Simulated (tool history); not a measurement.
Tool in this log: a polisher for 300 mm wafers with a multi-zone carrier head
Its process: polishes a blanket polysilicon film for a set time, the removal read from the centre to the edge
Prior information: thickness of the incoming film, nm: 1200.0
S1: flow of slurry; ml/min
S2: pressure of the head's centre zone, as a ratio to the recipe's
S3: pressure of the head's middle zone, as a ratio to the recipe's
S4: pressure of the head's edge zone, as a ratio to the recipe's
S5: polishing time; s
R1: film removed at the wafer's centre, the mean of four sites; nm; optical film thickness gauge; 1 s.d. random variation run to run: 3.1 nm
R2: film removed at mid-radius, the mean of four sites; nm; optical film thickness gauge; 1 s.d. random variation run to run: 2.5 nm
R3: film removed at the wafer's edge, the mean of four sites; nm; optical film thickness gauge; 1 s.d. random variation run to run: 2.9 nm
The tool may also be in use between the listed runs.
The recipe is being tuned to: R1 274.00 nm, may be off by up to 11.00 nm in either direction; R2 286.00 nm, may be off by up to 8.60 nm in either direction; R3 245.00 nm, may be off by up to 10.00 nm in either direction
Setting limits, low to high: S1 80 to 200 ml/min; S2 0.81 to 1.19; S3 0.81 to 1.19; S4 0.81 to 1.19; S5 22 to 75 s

run,hour,S1,S2,S3,S4,S5,R1,R2,R3
1,0.0,130,1.00,1.00,1.00,48,402.36,414.29,414.63
2,8.1,130,0.92,1.00,1.00,48,376.63,411.92,406.27
3,15.7,130,0.86,1.00,1.00,48,357.40,418.30,411.95
4,24.2,130,0.88,1.01,0.98,46,343.06,400.50,393.40
5,29.4,130,0.91,1.02,0.96,44,348.30,389.09,370.10
6,35.6,130,0.91,1.02,0.95,42,319.75,369.67,350.11
7,39.1,130,0.93,1.02,0.94,41,327.00,359.61,343.05
8,41.5,130,0.93,1.02,0.94,41,323.37,361.51,335.50
9,43.5,130,0.94,1.02,0.93,40,313.07,348.55,329.73
10,51.3,130,0.95,1.03,0.92,39,314.04,347.08,321.82

5 candidate next runs follow, results not yet known. Just one meets every target within its allowed miss. Identify it.
A,59.1,115,0.81,1.10,1.02,41,?,?,?
B,59.1,115,1.07,1.06,0.89,34,?,?,?
C,59.1,110,1.19,0.86,0.87,35,?,?,?
D,59.1,95,1.08,0.96,0.88,33,?,?,?
E,59.1,120,1.02,1.05,0.81,32,?,?,?

move,R1,R2,R3
A,276.49,374.79,350.23
B,303.49,300.77,272.49
C,343.98,257.59,276.79
D,284.96,258.88,256.99
E,274.57,283.06,247.25
A: the biggest miss grows against the last run
B: better than the last run, though not everything is in spec
C: better than the last run, though not everything is in spec
D: better than the last run, though not everything is in spec
E: every result lands within tolerance
Correct choice: E, which meets every target
